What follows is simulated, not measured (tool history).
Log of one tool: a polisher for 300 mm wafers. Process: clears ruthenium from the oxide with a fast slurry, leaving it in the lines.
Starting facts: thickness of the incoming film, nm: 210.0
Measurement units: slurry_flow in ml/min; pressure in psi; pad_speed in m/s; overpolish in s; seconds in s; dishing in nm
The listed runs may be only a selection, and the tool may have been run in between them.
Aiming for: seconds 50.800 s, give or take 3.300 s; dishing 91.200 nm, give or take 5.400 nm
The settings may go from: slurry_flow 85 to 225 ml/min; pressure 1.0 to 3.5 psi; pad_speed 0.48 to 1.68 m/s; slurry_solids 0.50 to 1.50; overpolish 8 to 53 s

{"run": 1, "day": 0.0, "slurry_flow": 145, "pressure": 2.2, "pad_speed": 1.08, "slurry_solids": 1.0, "overpolish": 27, "seconds": 77.103, "dishing": 72.135}
{"run": 2, "day": 0.346, "slurry_flow": 145, "pressure": 2.3, "pad_speed": 1.08, "slurry_solids": 1.0, "overpolish": 27, "seconds": 71.821, "dishing": 72.534}
{"run": 3, "day": 0.517, "slurry_flow": 145, "pressure": 2.4, "pad_speed": 1.08, "slurry_solids": 1.0, "overpolish": 27, "seconds": 70.069, "dishing": 75.604}
{"run": 4, "day": 0.558, "slurry_flow": 145, "pressure": 2.4, "pad_speed": 1.32, "slurry_solids": 1.0, "overpolish": 27, "seconds": 59.092, "dishing": 89.037}
{"run": 5, "day": 0.871, "slurry_flow": 145, "pressure": 2.4, "pad_speed": 1.1, "slurry_solids": 1.0, "overpolish": 27, "seconds": 67.156, "dishing": 78.304}
{"run": 6, "day": 1.188, "slurry_flow": 145, "pressure": 2.4, "pad_speed": 1.1, "slurry_solids": 0.85, "overpolish": 27, "seconds": 69.548, "dishing": 73.193}
{"run": 7, "day": 1.525, "slurry_flow": 145, "pressure": 2.5, "pad_speed": 1.1, "slurry_solids": 0.85, "overpolish": 27, "seconds": 68.574, "dishing": 76.637}
{"run": 8, "day": 1.662, "slurry_flow": 145, "pressure": 2.6, "pad_speed": 1.1, "slurry_solids": 0.85, "overpolish": 27, "seconds": 65.791, "dishing": 81.111}
{"run": 9, "day": 1.829, "slurry_flow": 155, "pressure": 3.2, "pad_speed": 1.14, "slurry_solids": 0.85, "overpolish": 22, "seconds": 51.018, "dishing": 82.796}

Exactly one of the 5 candidate moves below puts every result within its allowed miss. Which one?
{"run": "A", "day": 1.996, "slurry_flow": 155, "pressure": 3.5, "pad_speed": 1.24, "slurry_solids": 1.0, "overpolish": 17, "seconds": "?", "dishing": "?"}
{"run": "B", "day": 1.996, "slurry_flow": 175, "pressure": 3.5, "pad_speed": 0.94, "slurry_solids": 1.1, "overpolish": 20, "seconds": "?", "dishing": "?"}
{"run": "C", "day": 1.996, "slurry_flow": 190, "pressure": 3.0, "pad_speed": 1.36, "slurry_solids": 0.9, "overpolish": 18, "seconds": "?", "dishing": "?"}
{"run": "D", "day": 1.996, "slurry_flow": 190, "pressure": 3.4, "pad_speed": 1.04, "slurry_solids": 0.9, "overpolish": 25, "seconds": "?", "dishing": "?"}
{"run": "E", "day": 1.996, "slurry_flow": 155, "pressure": 3.5, "pad_speed": 1.22, "slurry_solids": 0.9, "overpolish": 21, "seconds": "?", "dishing": "?"}

move=A seconds=42.067 dishing=79.055
move=B seconds=52.526 dishing=75.379
move=C seconds=44.513 dishing=79.094
move=D seconds=51.119 dishing=91.655
move=E seconds=43.978 dishing=90.010
A: its largest miss is bigger than the last run's
B: its largest miss is bigger than the last run's
C: its largest miss is bigger than the last run's
D: all results land within tolerance of their targets
E: meets the target for the result that was furthest off, but another lies outside its allowed miss
D meets every target.
